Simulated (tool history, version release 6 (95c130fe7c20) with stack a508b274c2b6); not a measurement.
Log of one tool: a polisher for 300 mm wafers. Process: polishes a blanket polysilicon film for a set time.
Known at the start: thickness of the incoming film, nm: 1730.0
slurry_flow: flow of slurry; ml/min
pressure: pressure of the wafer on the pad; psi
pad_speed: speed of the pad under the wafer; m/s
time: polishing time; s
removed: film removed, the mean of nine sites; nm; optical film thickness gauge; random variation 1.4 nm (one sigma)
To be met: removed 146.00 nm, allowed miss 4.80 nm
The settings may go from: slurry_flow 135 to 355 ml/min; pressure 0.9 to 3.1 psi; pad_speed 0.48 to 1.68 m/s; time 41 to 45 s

Run 1, hour 0.0: slurry_flow 225 ml/min, pressure 2.0 psi, pad_speed 1.08 m/s, time 45 s. Result: removed 257.37 nm.
Run 2, hour 1.8: slurry_flow 225 ml/min, pressure 2.0 psi, pad_speed 1.08 m/s, time 45 s. Result: removed 257.22 nm.
Run 3, hour 7.7: slurry_flow 225 ml/min, pressure 2.0 psi, pad_speed 1.28 m/s, time 45 s. Result: removed 299.10 nm.
Run 4, hour 11.2: slurry_flow 200 ml/min, pressure 2.0 psi, pad_speed 1.28 m/s, time 45 s. Result: removed 293.60 nm.
Run 5, hour 12.8: slurry_flow 200 ml/min, pressure 2.0 psi, pad_speed 1.28 m/s, time 41 s. Result: removed 270.00 nm.
Run 6, hour 18.3: slurry_flow 190 ml/min, pressure 1.7 psi, pad_speed 1.28 m/s, time 41 s. Result: removed 232.00 nm.
Run 7, hour 25.0: slurry_flow 190 ml/min, pressure 1.7 psi, pad_speed 1.28 m/s, time 41 s. Result: removed 231.52 nm.
Run 8, hour 26.7: slurry_flow 185 ml/min, pressure 1.5 psi, pad_speed 1.26 m/s, time 41 s. Result: removed 203.58 nm.
Run 9, hour 31.6: slurry_flow 180 ml/min, pressure 1.3 psi, pad_speed 1.26 m/s, time 41 s. Result: removed 177.65 nm.
Run 10, hour 33.8: slurry_flow 175 ml/min, pressure 1.2 psi, pad_speed 1.26 m/s, time 41 s. Result: removed 168.08 nm.
Run 11, hour 35.0: slurry_flow 170 ml/min, pressure 1.1 psi, pad_speed 1.26 m/s, time 41 s. Result: removed 155.59 nm.
Run 12, hour 41.1: slurry_flow 165 ml/min, pressure 1.1 psi, pad_speed 1.26 m/s, time 41 s. Result: removed 158.07 nm.

Which of these 4 next moves meets every target?
Run A, hour 47.2: slurry_flow 135 ml/min, pressure 1.7 psi, pad_speed 1.04 m/s, time 44 s. Result: removed ?.
Run B, hour 47.2: slurry_flow 160 ml/min, pressure 1.2 psi, pad_speed 1.26 m/s, time 44 s. Result: removed ?.
Run C, hour 47.2: slurry_flow 135 ml/min, pressure 1.1 psi, pad_speed 1.20 m/s, time 42 s. Result: removed ?.
Run D, hour 47.2: slurry_flow 170 ml/min, pressure 1.2 psi, pad_speed 1.22 m/s, time 44 s. Result: removed ?.

move  removed
   A   192.55
   B   178.13
   C   145.94
   D   174.76
A: further off than the last run
B: further off than the last run
C: meets every target
D: further off than the last run
Answer: C

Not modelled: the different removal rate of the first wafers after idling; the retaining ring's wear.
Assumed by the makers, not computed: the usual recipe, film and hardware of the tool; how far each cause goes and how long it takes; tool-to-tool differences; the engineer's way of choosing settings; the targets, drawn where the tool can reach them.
